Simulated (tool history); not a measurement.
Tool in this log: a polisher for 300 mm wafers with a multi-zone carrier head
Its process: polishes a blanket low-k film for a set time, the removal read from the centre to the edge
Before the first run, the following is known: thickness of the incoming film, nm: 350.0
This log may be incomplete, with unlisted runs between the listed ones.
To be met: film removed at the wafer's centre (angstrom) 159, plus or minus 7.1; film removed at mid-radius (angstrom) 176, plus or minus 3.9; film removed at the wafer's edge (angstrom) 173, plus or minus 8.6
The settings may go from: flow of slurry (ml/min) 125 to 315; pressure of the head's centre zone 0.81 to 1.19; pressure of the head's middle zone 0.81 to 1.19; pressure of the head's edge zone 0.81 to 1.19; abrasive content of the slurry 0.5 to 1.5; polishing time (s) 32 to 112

| run | hour | flow of slurry (ml/min) | pressure of the head's centre zone | pressure of the head's middle zone | pressure of the head's edge zone | abrasive content of the slurry | polishing time (s) | film removed at the wafer's centre (angstrom) | film removed at mid-radius (angstrom) | film removed at the wafer's edge (angstrom) |
|---|---|---|---|---|---|---|---|---|---|---|
| 1 | 0 | 205 | 1 | 1 | 1 | 1 | 72 | 283.68 | 293.16 | 303.83 |
| 2 | 7 | 250 | 1 | 1 | 1 | 1 | 72 | 294.22 | 300.41 | 297.63 |
| 3 | 9.5 | 255 | 0.98 | 0.99 | 0.99 | 0.95 | 70 | 282.3 | 286.88 | 285.63 |
| 4 | 11.9 | 255 | 0.98 | 0.99 | 0.99 | 1.05 | 70 | 284.49 | 295.41 | 300.05 |
| 5 | 18.8 | 255 | 0.96 | 0.99 | 0.98 | 1 | 68 | 266.41 | 282.6 | 289.59 |
| 6 | 26.1 | 255 | 0.96 | 0.99 | 1.02 | 1 | 68 | 264.33 | 280.56 | 293.78 |
| 7 | 26.8 | 260 | 0.95 | 0.99 | 1.01 | 0.95 | 66 | 257.36 | 267.33 | 277.43 |
| 8 | 28.8 | 260 | 0.94 | 0.99 | 1 | 0.9 | 64 | 237.97 | 254.46 | 267.39 |
| 9 | 32.7 | 265 | 0.94 | 0.99 | 0.99 | 0.85 | 62 | 229.38 | 242.87 | 250.71 |
| 10 | 34.8 | 270 | 0.93 | 0.99 | 0.98 | 0.8 | 61 | 216.22 | 233.6 | 232.82 |
| 11 | 42.6 | 270 | 0.92 | 0.98 | 0.97 | 0.75 | 61 | 210.94 | 228.82 | 236.66 |
| 12 | 49.5 | 215 | 0.97 | 1.06 | 0.9 | 0.5 | 45 | 140.4 | 153.13 | 141.41 |
| 13 | 55.7 | 225 | 0.97 | 1.06 | 0.92 | 0.5 | 45 | 140.82 | 153.91 | 144.04 |
| 14 | 61.7 | 230 | 0.97 | 1.06 | 0.93 | 0.5 | 45 | 137.03 | 154.5 | 146.62 |
| 15 | 68.1 | 235 | 0.97 | 1.06 | 0.93 | 0.5 | 45 | 142.19 | 154.92 | 147.67 |

Exactly one of the 5 candidate moves below puts every result within its allowed miss. Which one?
| A | 74.5 | 140 | 0.99 | 1.07 | 0.97 | 0.5 | 56 | ? | ? | ? |
| B | 74.5 | 240 | 1.07 | 1.01 | 0.94 | 0.5 | 53 | ? | ? | ? |
| C | 74.5 | 165 | 0.92 | 1.09 | 0.96 | 0.6 | 47 | ? | ? | ? |
| D | 74.5 | 235 | 1.07 | 1.01 | 0.82 | 0.55 | 49 | ? | ? | ? |
| E | 74.5 | 225 | 0.95 | 1.06 | 0.92 | 0.5 | 55 | ? | ? | ? |

| move | film removed at the wafer's centre (angstrom) | film removed at mid-radius (angstrom) | film removed at the wafer's edge (angstrom) |
|---|---|---|---|
| A | 158.35 | 175.32 | 167.29 |
| B | 180.64 | 174.04 | 167.59 |
| C | 136.72 | 164.85 | 152.38 |
| D | 171.86 | 165.66 | 150.01 |
| E | 164.75 | 186.67 | 170.95 |
A: every result lands within tolerance
B: corrects the largest miss of the last run, while another result sits out of spec
C: closes in on the targets versus the last run, not all within tolerance yet
D: closes in on the targets versus the last run, not all within tolerance yet
E: takes the result that was furthest off past its target
A meets every target.
